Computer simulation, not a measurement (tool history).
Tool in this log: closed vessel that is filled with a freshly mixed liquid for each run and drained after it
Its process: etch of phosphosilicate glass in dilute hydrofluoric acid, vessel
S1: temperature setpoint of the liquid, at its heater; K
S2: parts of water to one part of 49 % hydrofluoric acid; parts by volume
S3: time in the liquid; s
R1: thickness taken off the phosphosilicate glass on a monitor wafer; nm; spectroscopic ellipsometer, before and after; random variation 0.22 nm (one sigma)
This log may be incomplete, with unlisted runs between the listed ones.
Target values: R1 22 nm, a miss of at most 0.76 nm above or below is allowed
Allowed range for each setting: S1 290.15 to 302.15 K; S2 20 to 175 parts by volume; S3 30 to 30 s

| run | hour | S1 | S2 | S3 | R1 |
|---|---|---|---|---|---|
| 1 | 0 | 294.15 | 95 | 30 | 35.675 |
| 2 | 8.4 | 297.15 | 95 | 30 | 40.466 |
| 3 | 15 | 295.65 | 100 | 30 | 35.664 |
| 4 | 23.8 | 294.65 | 105 | 30 | 32.177 |
| 5 | 28.5 | 294.65 | 105 | 30 | 32.198 |
|  | 35.2 | hydrofluoric acid flow meter replaced |
| 6 | 35.2 | 293.65 | 110 | 30 | 27.181 |
| 7 | 36.6 | 293.65 | 110 | 30 | 27.706 |
| 8 | 37.9 | 292.65 | 110 | 30 | 26.209 |
| 9 | 41.5 | 292.65 | 110 | 30 | 26.605 |
| 10 | 47.9 | 292.15 | 110 | 30 | 26.223 |
| 11 | 52.2 | 291.65 | 110 | 30 | 25.604 |
| 12 | 53.5 | 291.15 | 110 | 30 | 24.77 |
| 13 | 58.5 | 290.65 | 115 | 30 | 23.565 |

5 candidate next runs follow, results not yet known. Just one meets every target within its allowed miss. Identify it.
| A | 63.5 | 291.15 | 105 | 30 | ? |
| B | 63.5 | 290.65 | 105 | 30 | ? |
| C | 63.5 | 290.15 | 105 | 30 | ? |
| D | 63.5 | 290.15 | 110 | 30 | ? |
| E | 63.5 | 290.65 | 120 | 30 | ? |

| move | R1 |
|---|---|
| A | 26.898 |
| B | 26.342 |
| C | 25.795 |
| D | 24.496 |
| E | 22.695 |
A: its largest miss is bigger than the last run's
B: its largest miss is bigger than the last run's
C: its largest miss is bigger than the last run's
D: its largest miss is bigger than the last run's
E: meets every target
E meets every target.
